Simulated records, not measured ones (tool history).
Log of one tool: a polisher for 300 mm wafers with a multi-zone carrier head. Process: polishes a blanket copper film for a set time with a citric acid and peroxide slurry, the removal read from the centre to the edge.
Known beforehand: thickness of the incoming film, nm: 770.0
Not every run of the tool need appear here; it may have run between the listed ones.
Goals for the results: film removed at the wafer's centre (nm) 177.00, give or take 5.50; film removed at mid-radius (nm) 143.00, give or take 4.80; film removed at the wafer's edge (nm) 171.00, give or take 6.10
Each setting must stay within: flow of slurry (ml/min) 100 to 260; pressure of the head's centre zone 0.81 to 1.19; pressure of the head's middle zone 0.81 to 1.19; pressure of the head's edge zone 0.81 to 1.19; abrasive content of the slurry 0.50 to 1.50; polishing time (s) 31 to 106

run  hour  flow of slurry (ml/min)  pressure of the head's centre zone  pressure of the head's middle zone  pressure of the head's edge zone  abrasive content of the slurry  polishing time (s)  film removed at the wafer's centre (nm)  film removed at mid-radius (nm)  film removed at the wafer's edge (nm)
  1   0.0                      165                                1.00                                1.00                              1.00                            1.00                  68                                   178.20                           183.88                                 189.94
  2   2.3                      165                                1.00                                1.00                              1.03                            1.00                  68                                   179.67                           186.48                                 189.34
  3   7.2                      155                                1.02                                0.96                              1.02                            0.95                  68                                   177.41                           174.02                                 186.35
  4   8.0                      150                                1.04                                0.93                              1.00                            0.90                  68                                   178.84                           167.54                                 180.46
  5  10.1                      140                                1.05                                0.90                              1.00                            0.90                  68                                   175.27                           159.56                                 180.37
  6  11.2                      135                                1.07                                0.88                              0.99                            0.90                  68                                   177.39                           155.01                                 176.97
  7  16.3                      130                                1.08                                0.87                              0.99                            0.90                  68                                   177.79                           151.43                                 175.13
  8  25.2                      110                                1.10                                0.83                              0.98                            0.90                  68                                   167.74                           141.03                                 169.53

Below are 4 possible settings for the next run. Only one of them brings all results inside the allowed miss of their targets. Which is it?
  A  34.1                      105                                1.05                                0.84                              0.94                            0.95                  70                                        ?                                ?                                      ?
  B  34.1                      130                                1.09                                0.99                              0.92                            0.80                  64                                        ?                                ?                                      ?
  C  34.1                      120                                1.19                                0.91                              1.01                            0.70                  67                                        ?                                ?                                      ?
  D  34.1                      110                                1.16                                0.87                              1.04                            0.70                  72                                        ?                                ?                                      ?

move  film removed at the wafer's centre (nm)  film removed at mid-radius (nm)  film removed at the wafer's edge (nm)
   A                                   165.45                           143.70                                 173.85
   B                                   161.49                           153.24                                 156.74
   C                                   174.02                           141.29                                 163.60
   D                                   176.95                           142.62                                 175.40
A: the biggest miss grows against the last run
B: the biggest miss grows against the last run
C: the worst result of the last run now meets its target, but another is out of spec
D: meets every target
Move D is the one to make.
